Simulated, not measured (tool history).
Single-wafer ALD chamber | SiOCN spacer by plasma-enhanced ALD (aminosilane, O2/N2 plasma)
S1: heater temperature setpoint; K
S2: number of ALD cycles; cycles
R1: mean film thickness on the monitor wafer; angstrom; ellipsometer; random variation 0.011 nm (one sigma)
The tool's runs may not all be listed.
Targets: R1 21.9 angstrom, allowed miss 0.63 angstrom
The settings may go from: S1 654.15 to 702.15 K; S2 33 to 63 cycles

{"run": 1, "hour": 0.0, "S1": 678.15, "S2": 48, "R1": 27.412}
{"run": 2, "hour": 2.8, "S1": 688.15, "S2": 48, "R1": 26.245}
{"run": 3, "hour": 6.0, "S1": 688.15, "S2": 54, "R1": 29.574}
{"run": 4, "hour": 11.6, "S1": 688.15, "S2": 50, "R1": 27.468}
{"run": 5, "hour": 17.3, "S1": 679.15, "S2": 50, "R1": 28.253}
{"run": 6, "hour": 25.1, "S1": 681.15, "S2": 47, "R1": 26.539}
{"run": 7, "hour": 33.9, "S1": 683.15, "S2": 45, "R1": 25.061}
{"run": 8, "hour": 42.8, "S1": 685.15, "S2": 44, "R1": 24.38}
{"run": 9, "hour": 48.1, "S1": 687.15, "S2": 43, "R1": 23.79}

Which of these 5 next moves meets every target?
{"run": "A", "hour": 53.4, "S1": 683.15, "S2": 46, "R1": "?"}
{"run": "B", "hour": 53.4, "S1": 680.15, "S2": 36, "R1": "?"}
{"run": "C", "hour": 53.4, "S1": 681.15, "S2": 47, "R1": "?"}
{"run": "D", "hour": 53.4, "S1": 702.15, "S2": 42, "R1": "?"}
{"run": "E", "hour": 53.4, "S1": 686.15, "S2": 42, "R1": "?"}

move=A R1=25.625
move=B R1=20.252
move=C R1=26.354
move=D R1=21.938
move=E R1=23.166
A: further off than the last run
B: takes the result that was furthest off past its target
C: further off than the last run
D: meets every target
E: nearer than the last run, and not there yet
The right move is D.
